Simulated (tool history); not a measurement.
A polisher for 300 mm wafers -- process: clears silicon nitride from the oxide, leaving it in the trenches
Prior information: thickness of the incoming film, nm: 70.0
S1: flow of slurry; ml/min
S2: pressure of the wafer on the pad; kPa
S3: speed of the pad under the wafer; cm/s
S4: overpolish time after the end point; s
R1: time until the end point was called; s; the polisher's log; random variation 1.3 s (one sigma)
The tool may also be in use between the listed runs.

run  hour   S1    S2  S3  S4      R1
  1     0  180  13.8  92   9  107.83
  2   3.8  180  13.8  84   9  117.86
  3   7.2  180  13.8  84   9  120.25
  4   9.7  180  15.9  84   9  105.44
  5  15.9  180  16.5  84   9  102.37
  6  21.1  180  16.5  62   9   131.1

Run 7 has not been measured yet. What should we expect?
  7  23.8  180  17.2  64   9   ?

{"run 7": {"R1": 121.33}}
